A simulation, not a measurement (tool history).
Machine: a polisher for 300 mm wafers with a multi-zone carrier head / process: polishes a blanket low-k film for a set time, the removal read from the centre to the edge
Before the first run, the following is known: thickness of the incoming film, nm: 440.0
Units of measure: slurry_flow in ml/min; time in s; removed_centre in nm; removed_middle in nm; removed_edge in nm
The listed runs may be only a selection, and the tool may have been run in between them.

Run 1, hour 0: slurry_flow 250 ml/min, centre_zone 1, middle_zone 1, edge_zone 1, slurry_solids 1, time 74 s. Result: removed_centre 16.773 nm, removed_middle 16.753 nm, removed_edge 16.53 nm.
Run 2, hour 5.5: slurry_flow 250 ml/min, centre_zone 1, middle_zone 1, edge_zone 1, slurry_solids 1, time 90 s. Result: removed_centre 20.387 nm, removed_middle 20.032 nm, removed_edge 20.122 nm.
Run 3, hour 13.5: slurry_flow 250 ml/min, centre_zone 1, middle_zone 1, edge_zone 1, slurry_solids 0.9, time 90 s. Result: removed_centre 19.047 nm, removed_middle 18.862 nm, removed_edge 18.497 nm.
Run 4, hour 21.5: slurry_flow 250 ml/min, centre_zone 1.06, middle_zone 1, edge_zone 1, slurry_solids 0.9, time 90 s. Result: removed_centre 20.13 nm, removed_middle 18.682 nm, removed_edge 18.629 nm.
Run 5, hour 22.2: slurry_flow 250 ml/min, centre_zone 1.06, middle_zone 1, edge_zone 1, slurry_solids 0.9, time 82 s. Result: removed_centre 18.137 nm, removed_middle 17.034 nm, removed_edge 16.916 nm.
Run 6, hour 28.9: slurry_flow 270 ml/min, centre_zone 1.09, middle_zone 1.04, edge_zone 1.01, slurry_solids 0.95, time 82 s. Result: removed_centre 19.779 nm, removed_middle 18.511 nm, removed_edge 17.624 nm.
Run 7, hour 32.3: slurry_flow 285 ml/min, centre_zone 1.11, middle_zone 1.06, edge_zone 1.04, slurry_solids 1, time 82 s. Result: removed_centre 20.443 nm, removed_middle 19.58 nm, removed_edge 18.413 nm.

What does the tool deliver on the next run?
Run 8, hour 38.4: slurry_flow 340 ml/min, centre_zone 1.19, middle_zone 1.1, edge_zone 1.06, slurry_solids 1.25, time 83 s. Result: removed_centre ?, removed_middle ?, removed_edge ?.

removed_centre: 25.998 nm
removed_middle: 23.211 nm
removed_edge: 21.903 nm
